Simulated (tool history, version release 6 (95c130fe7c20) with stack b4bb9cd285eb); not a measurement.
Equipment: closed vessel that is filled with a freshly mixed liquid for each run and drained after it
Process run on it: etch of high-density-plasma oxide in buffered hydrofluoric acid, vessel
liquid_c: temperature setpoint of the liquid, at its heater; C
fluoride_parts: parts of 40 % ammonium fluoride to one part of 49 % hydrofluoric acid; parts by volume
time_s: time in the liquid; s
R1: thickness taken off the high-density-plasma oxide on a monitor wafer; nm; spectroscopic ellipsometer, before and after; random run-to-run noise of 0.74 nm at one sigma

Run 1, hour 0.0: liquid_c 22.0 C, fluoride_parts 16.5 parts by volume, time_s 105 s. Result: R1 110.900 nm.
Run 2, hour 7.5: liquid_c 21.0 C, fluoride_parts 16.5 parts by volume, time_s 105 s. Result: R1 106.860 nm.
Run 3, hour 10.0: liquid_c 20.0 C, fluoride_parts 16.5 parts by volume, time_s 105 s. Result: R1 102.880 nm.
Run 4, hour 17.4: liquid_c 19.5 C, fluoride_parts 16.5 parts by volume, time_s 105 s. Result: R1 98.380 nm.
Run 5, hour 25.1: liquid_c 19.0 C, fluoride_parts 16.5 parts by volume, time_s 105 s. Result: R1 95.279 nm.
Run 6, hour 31.2: liquid_c 19.0 C, fluoride_parts 16.5 parts by volume, time_s 115 s. Result: R1 104.330 nm.

What will run 7 give?
Run 7, hour 35.8: liquid_c 18.5 C, fluoride_parts 16.5 parts by volume, time_s 115 s. Result: R1 ?.

{"run 7": {"R1": 103.26}}

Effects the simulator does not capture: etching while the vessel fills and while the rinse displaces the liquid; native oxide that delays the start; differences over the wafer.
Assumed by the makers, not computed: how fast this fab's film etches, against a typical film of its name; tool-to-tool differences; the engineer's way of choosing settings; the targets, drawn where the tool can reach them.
